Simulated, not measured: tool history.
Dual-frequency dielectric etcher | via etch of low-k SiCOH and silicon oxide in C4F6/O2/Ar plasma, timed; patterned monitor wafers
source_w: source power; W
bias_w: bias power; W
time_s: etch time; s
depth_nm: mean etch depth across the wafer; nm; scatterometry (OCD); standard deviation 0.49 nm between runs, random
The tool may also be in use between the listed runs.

run	hour	source_w	bias_w	time_s	depth_nm
1	0	400	227	62	148.87
2	7.9	400	262	62	157.61
3	8.6	380	260	62	151.34
4	11.5	370	260	62	149.65
5	18.8	370	260	64.5	156.12
6	23.4	360	260	64.5	152.6
7	29.8	350	260	64.5	151.14
8	38.1	340	260	64.5	147.33
9	42.8	330	260	64.5	143.73

For run 10, what comes out?
10	50.5	320	260	64.5	?

Run 10 produced depth_nm 141.38 nm.

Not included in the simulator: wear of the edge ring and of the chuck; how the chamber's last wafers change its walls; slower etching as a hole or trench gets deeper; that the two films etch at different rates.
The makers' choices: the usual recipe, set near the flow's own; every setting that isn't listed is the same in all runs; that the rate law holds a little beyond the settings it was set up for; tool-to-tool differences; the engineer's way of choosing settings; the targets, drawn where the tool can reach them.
